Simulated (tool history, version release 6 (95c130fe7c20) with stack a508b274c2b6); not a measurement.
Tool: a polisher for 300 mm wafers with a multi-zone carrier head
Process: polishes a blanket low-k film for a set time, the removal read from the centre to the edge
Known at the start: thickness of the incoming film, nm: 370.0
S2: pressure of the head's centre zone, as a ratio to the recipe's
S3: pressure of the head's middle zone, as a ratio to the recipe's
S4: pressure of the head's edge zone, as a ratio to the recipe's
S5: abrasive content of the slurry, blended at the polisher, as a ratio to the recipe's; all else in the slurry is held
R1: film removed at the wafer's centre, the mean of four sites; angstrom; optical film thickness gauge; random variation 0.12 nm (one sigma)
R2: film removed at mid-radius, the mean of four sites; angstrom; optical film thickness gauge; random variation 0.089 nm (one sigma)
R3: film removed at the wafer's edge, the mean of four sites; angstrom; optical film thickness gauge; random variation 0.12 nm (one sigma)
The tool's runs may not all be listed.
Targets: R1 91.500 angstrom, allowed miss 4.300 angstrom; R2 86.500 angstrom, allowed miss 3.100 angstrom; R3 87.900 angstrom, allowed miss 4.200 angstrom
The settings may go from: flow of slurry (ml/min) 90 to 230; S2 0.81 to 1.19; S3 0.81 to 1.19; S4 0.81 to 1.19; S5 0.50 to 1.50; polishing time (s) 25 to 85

run 1 hour=0.0 | flow_of_slurry_(ml/min)=150 S2=1.00 S3=1.00 S4=1.00 S5=1.00 polishing_time_(s)=55 | R1=175.130 R2=166.790 R3=168.390
run 2 hour=7.3 | flow_of_slurry_(ml/min)=145 S2=0.99 S3=0.99 S4=0.98 S5=0.90 polishing_time_(s)=51 | R1=153.250 R2=143.580 R3=149.060
run 3 hour=12.7 | flow_of_slurry_(ml/min)=145 S2=0.99 S3=1.00 S4=0.96 S5=0.80 polishing_time_(s)=48 | R1=133.580 R2=124.640 R3=128.690
run 4 hour=20.2 | flow_of_slurry_(ml/min)=145 S2=0.98 S3=1.00 S4=0.94 S5=0.75 polishing_time_(s)=47 | R1=123.000 R2=119.550 R3=119.280
run 5 hour=29.1 | flow_of_slurry_(ml/min)=145 S2=0.98 S3=0.99 S4=0.92 S5=0.70 polishing_time_(s)=46 | R1=115.440 R2=108.320 R3=109.550
run 6 hour=31.9 | flow_of_slurry_(ml/min)=145 S2=0.97 S3=0.98 S4=0.90 S5=0.65 polishing_time_(s)=46 | R1=110.510 R2=101.450 R3=104.150
run 7 hour=35.8 | flow_of_slurry_(ml/min)=145 S2=0.96 S3=0.98 S4=0.88 S5=0.65 polishing_time_(s)=46 | R1=108.640 R2=103.240 R3=103.290
run 8 hour=42.9 | flow_of_slurry_(ml/min)=140 S2=0.95 S3=0.97 S4=0.87 S5=0.65 polishing_time_(s)=46 | R1=109.610 R2=102.080 R3=103.410
run 9 hour=50.5 | flow_of_slurry_(ml/min)=140 S2=0.94 S3=0.97 S4=0.87 S5=0.60 polishing_time_(s)=46 | R1=100.110 R2=95.443 R3=96.627
run 10 hour=59.5 | flow_of_slurry_(ml/min)=135 S2=0.94 S3=0.96 S4=0.86 S5=0.60 polishing_time_(s)=46 | R1=99.155 R2=94.580 R3=96.703
run 11 hour=62.3 | flow_of_slurry_(ml/min)=130 S2=0.94 S3=0.96 S4=0.85 S5=0.60 polishing_time_(s)=46 | R1=99.409 R2=94.641 R3=94.844
run 12 hour=70.1 | flow_of_slurry_(ml/min)=125 S2=0.94 S3=0.95 S4=0.84 S5=0.60 polishing_time_(s)=46 | R1=97.423 R2=90.549 R3=92.776

Which of these 5 next moves meets every target?
run A hour=77.9 | flow_of_slurry_(ml/min)=165 S2=1.06 S3=0.93 S4=0.91 S5=0.50 polishing_time_(s)=48 | R1=? R2=? R3=?
run B hour=77.9 | flow_of_slurry_(ml/min)=125 S2=0.95 S3=0.95 S4=0.83 S5=0.65 polishing_time_(s)=41 | R1=? R2=? R3=?
run C hour=77.9 | flow_of_slurry_(ml/min)=110 S2=0.96 S3=1.15 S4=0.81 S5=0.55 polishing_time_(s)=44 | R1=? R2=? R3=?
run D hour=77.9 | flow_of_slurry_(ml/min)=110 S2=1.08 S3=0.99 S4=0.81 S5=0.60 polishing_time_(s)=43 | R1=? R2=? R3=?
run E hour=77.9 | flow_of_slurry_(ml/min)=130 S2=0.82 S3=0.83 S4=0.95 S5=0.65 polishing_time_(s)=45 | R1=? R2=? R3=?

move=A R1=105.330 R2=86.397 R3=91.497
move=B R1=92.058 R2=86.606 R3=88.734
move=C R1=84.704 R2=93.111 R3=81.117
move=D R1=99.541 R2=85.567 R3=84.936
move=E R1=88.021 R2=85.897 R3=102.990
A: further off than the last run
B: meets every target
C: takes the result that was furthest off past its target
D: further off than the last run
E: brings the result that was furthest off to its target, and leaves another outside
Answer: B
